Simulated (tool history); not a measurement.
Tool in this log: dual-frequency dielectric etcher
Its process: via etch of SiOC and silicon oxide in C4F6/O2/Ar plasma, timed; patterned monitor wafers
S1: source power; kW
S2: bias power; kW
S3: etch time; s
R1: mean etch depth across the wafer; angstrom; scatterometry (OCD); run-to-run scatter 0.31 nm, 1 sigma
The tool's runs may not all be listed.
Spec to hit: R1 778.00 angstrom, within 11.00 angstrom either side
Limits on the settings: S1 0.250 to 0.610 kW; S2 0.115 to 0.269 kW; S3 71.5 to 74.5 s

| run | hour | S1 | S2 | S3 | R1 |
|---|---|---|---|---|---|
| 1 | 0.0 | 0.430 | 0.192 | 71.5 | 870.53 |
| 2 | 7.7 | 0.430 | 0.192 | 74.5 | 909.09 |
| 3 | 16.6 | 0.430 | 0.192 | 71.5 | 875.49 |
| 4 | 25.4 | 0.390 | 0.190 | 71.5 | 828.82 |
| 5 | 29.1 | 0.390 | 0.190 | 74.5 | 871.44 |
| 6 | 30.8 | 0.440 | 0.190 | 74.5 | 914.52 |
| 7 | 38.9 | 0.390 | 0.188 | 74.5 | 867.69 |
| 8 | 40.3 | 0.360 | 0.187 | 74.5 | 833.50 |
| 9 | 48.2 | 0.340 | 0.186 | 74.5 | 816.44 |
| 10 | 52.9 | 0.280 | 0.183 | 74.5 | 733.99 |
| 11 | 59.2 | 0.290 | 0.183 | 74.5 | 746.92 |
| 12 | 65.6 | 0.300 | 0.183 | 74.5 | 757.54 |
| 13 | 71.5 | 0.330 | 0.184 | 74.5 | 798.35 |

Pick the move, out of 5, that brings all results within their allowed miss; only one does.
| A | 77.4 | 0.350 | 0.196 | 73.0 | ? |
| B | 77.4 | 0.350 | 0.181 | 74.5 | ? |
| C | 77.4 | 0.390 | 0.167 | 74.0 | ? |
| D | 77.4 | 0.350 | 0.188 | 73.5 | ? |
| E | 77.4 | 0.350 | 0.168 | 73.5 | ? |

| move | R1 |
|---|---|
| A | 810.42 |
| B | 803.59 |
| C | 814.80 |
| D | 803.73 |
| E | 771.90 |
A: misses by more than the last run did
B: misses by more than the last run did
C: misses by more than the last run did
D: misses by more than the last run did
E: every result lands within tolerance
E is the move that brings every result within its allowed miss.
